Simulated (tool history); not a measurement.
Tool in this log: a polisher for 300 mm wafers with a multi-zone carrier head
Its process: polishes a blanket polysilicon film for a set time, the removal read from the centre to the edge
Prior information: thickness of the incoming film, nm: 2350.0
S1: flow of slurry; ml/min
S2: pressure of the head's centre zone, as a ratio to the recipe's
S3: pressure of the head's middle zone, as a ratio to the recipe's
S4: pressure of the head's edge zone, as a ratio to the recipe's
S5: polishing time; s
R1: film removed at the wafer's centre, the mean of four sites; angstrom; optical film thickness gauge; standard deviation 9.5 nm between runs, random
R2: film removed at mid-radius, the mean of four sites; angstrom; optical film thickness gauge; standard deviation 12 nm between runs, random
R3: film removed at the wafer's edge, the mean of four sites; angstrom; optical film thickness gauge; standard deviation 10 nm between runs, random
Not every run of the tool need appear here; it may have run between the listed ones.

run 1 hour=0 | S1=215 S2=1 S3=1 S4=1 S5=78 | R1=7232.7 R2=7125.3 R3=7169.3
run 2 hour=4.5 | S1=215 S2=1 S3=1 S4=1 S5=71 | R1=6611.1 R2=6684.9 R3=6481.9
run 3 hour=7.6 | S1=220 S2=1.02 S3=1.01 S4=1.02 S5=76 | R1=7073.5 R2=7231.8 R3=7047.2
run 4 hour=12.5 | S1=220 S2=0.97 S3=1.01 S4=1.02 S5=76 | R1=6799 R2=7078.4 R3=7068
run 5 hour=14.6 | S1=220 S2=0.97 S3=1.01 S4=1.09 S5=76 | R1=6867 R2=7154.6 R3=7238.8
run 6 hour=16.7 | S1=220 S2=0.97 S3=1.01 S4=1.09 S5=65 | R1=5791.6 R2=6259.6 R3=6187.9

Run 7 comes next. What will it give?
run 7 hour=25.7 | S1=270 S2=1.07 S3=1.06 S4=1.18 S5=87 | R1=? R2=? R3=?

R1: 8621.5 angstrom
R2: 8687.7 angstrom
R3: 8949.3 angstrom
